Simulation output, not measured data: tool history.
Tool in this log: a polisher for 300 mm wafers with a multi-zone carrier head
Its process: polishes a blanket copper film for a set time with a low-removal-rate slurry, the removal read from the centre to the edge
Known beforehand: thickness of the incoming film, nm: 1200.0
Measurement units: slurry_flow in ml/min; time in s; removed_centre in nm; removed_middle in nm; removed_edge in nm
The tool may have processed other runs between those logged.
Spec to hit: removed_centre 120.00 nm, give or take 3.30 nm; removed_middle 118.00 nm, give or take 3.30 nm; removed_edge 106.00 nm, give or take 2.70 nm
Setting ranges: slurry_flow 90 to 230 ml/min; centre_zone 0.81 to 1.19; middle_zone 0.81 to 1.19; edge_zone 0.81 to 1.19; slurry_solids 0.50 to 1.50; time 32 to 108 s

Run 1, hour 0.0: slurry_flow 150 ml/min, centre_zone 1.00, middle_zone 1.00, edge_zone 1.00, slurry_solids 1.00, time 70 s. Result: removed_centre 154.87 nm, removed_middle 157.24 nm, removed_edge 157.99 nm.
Run 2, hour 4.1: slurry_flow 150 ml/min, centre_zone 1.00, middle_zone 0.97, edge_zone 1.00, slurry_solids 1.00, time 70 s. Result: removed_centre 155.87 nm, removed_middle 150.48 nm, removed_edge 158.14 nm.
Run 3, hour 6.0: slurry_flow 120 ml/min, centre_zone 1.00, middle_zone 0.97, edge_zone 1.00, slurry_solids 1.00, time 70 s. Result: removed_centre 147.76 nm, removed_middle 148.55 nm, removed_edge 153.69 nm.
Run 4, hour 9.4: slurry_flow 120 ml/min, centre_zone 1.00, middle_zone 1.04, edge_zone 1.00, slurry_solids 1.00, time 70 s. Result: removed_centre 148.60 nm, removed_middle 156.95 nm, removed_edge 154.75 nm.
Run 5, hour 17.9: slurry_flow 130 ml/min, centre_zone 1.02, middle_zone 1.04, edge_zone 0.95, slurry_solids 0.85, time 65 s. Result: removed_centre 139.30 nm, removed_middle 141.60 nm, removed_edge 139.08 nm.
Run 6, hour 18.8: slurry_flow 135 ml/min, centre_zone 1.04, middle_zone 1.07, edge_zone 0.91, slurry_solids 0.75, time 61 s. Result: removed_centre 130.40 nm, removed_middle 134.75 nm, removed_edge 125.72 nm.
Run 7, hour 22.6: slurry_flow 135 ml/min, centre_zone 1.06, middle_zone 1.07, edge_zone 0.88, slurry_solids 0.65, time 59 s. Result: removed_centre 126.25 nm, removed_middle 127.49 nm, removed_edge 115.52 nm.
Run 8, hour 26.4: slurry_flow 95 ml/min, centre_zone 1.07, middle_zone 1.04, edge_zone 0.81, slurry_solids 0.60, time 59 s. Result: removed_centre 116.18 nm, removed_middle 115.69 nm, removed_edge 106.05 nm.

Below are 4 possible settings for the next run. Only one of them brings all results inside the allowed miss of their targets. Which is it?
Run A, hour 30.2: slurry_flow 115 ml/min, centre_zone 1.05, middle_zone 1.09, edge_zone 0.92, slurry_solids 0.70, time 55 s. Result: removed_centre ?, removed_middle ?, removed_edge ?.
Run B, hour 30.2: slurry_flow 110 ml/min, centre_zone 1.05, middle_zone 1.05, edge_zone 0.83, slurry_solids 0.75, time 53 s. Result: removed_centre ?, removed_middle ?, removed_edge ?.
Run C, hour 30.2: slurry_flow 90 ml/min, centre_zone 1.11, middle_zone 1.06, edge_zone 0.90, slurry_solids 0.65, time 59 s. Result: removed_centre ?, removed_middle ?, removed_edge ?.
Run D, hour 30.2: slurry_flow 100 ml/min, centre_zone 1.09, middle_zone 1.05, edge_zone 0.81, slurry_solids 0.50, time 61 s. Result: removed_centre ?, removed_middle ?, removed_edge ?.

move  removed_centre  removed_middle  removed_edge
   A          113.60          118.46        108.88
   B          109.76          111.04        101.13
   C          120.02          117.02        110.75
   D          119.72          117.38        106.43
A: lands further from the targets than the last run did
B: lands further from the targets than the last run did
C: puts the biggest miss on target and leaves a different result outside tolerance
D: hits every target within its allowed miss
Answer: D

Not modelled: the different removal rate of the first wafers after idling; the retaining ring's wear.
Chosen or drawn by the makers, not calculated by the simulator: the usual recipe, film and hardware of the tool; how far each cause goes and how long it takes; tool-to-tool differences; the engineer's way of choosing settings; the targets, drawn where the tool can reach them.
